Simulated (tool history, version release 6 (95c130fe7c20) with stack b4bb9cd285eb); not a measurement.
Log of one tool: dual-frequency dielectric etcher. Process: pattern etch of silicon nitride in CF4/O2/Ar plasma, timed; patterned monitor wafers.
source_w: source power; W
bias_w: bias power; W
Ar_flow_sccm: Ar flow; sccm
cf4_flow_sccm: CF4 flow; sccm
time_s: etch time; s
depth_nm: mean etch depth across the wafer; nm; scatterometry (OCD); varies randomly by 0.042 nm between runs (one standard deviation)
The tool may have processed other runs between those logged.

run	hour	source_w	bias_w	Ar_flow_sccm	cf4_flow_sccm	time_s	depth_nm
1	0	490	65	137	132	15.5	29.295
2	3.4	490	65	154	132	15.5	28.932
3	11.4	490	65	154	113	15.5	28.157
4	17.4	490	65	154	91	15.5	26.915
5	18.9	490	72	154	91	15.5	28.026
6	24.3	530	72	154	91	15.5	30.085
7	24.8	510	72	154	91	15.5	28.978

For run 8, what comes out?
8	26	410	68	156	89	15.5	?

depth_nm: 23.023 nm
